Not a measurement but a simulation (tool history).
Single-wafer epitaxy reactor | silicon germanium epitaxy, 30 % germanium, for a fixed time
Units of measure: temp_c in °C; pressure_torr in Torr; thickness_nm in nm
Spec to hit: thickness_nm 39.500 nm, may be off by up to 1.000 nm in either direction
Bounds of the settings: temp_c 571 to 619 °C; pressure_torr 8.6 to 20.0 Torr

run	hour	temp_c	pressure_torr	thickness_nm
1	0.0	595	14.3	54.523
2	2.8	595	16.6	58.140
3	7.2	592	16.5	54.790
4	15.3	590	16.4	51.917
5	24.0	599	16.4	62.506
6	25.7	599	15.2	61.000
7	31.5	596	15.1	57.186
8	38.3	584	14.6	43.604
9	43.4	583	14.6	42.887
10	51.3	583	14.6	43.163
11	58.0	582	14.6	42.036

Of the 5 settings listed for the next run, only one would bring every result within its allowed miss of target. Which one?
A	64.7	577	16.3	?
B	64.7	575	15.1	?
C	64.7	579	13.0	?
D	64.7	587	14.7	?
E	64.7	578	13.2	?

move	thickness_nm
A	39.507
B	36.699
C	37.765
D	47.046
E	37.175
A: in spec on every target
B: moves the result that the last run missed by most past its target, out the other side
C: moves the result that the last run missed by most past its target, out the other side
D: the biggest miss grows against the last run
E: moves the result that the last run missed by most past its target, out the other side
A is the move that brings every result within its allowed miss.

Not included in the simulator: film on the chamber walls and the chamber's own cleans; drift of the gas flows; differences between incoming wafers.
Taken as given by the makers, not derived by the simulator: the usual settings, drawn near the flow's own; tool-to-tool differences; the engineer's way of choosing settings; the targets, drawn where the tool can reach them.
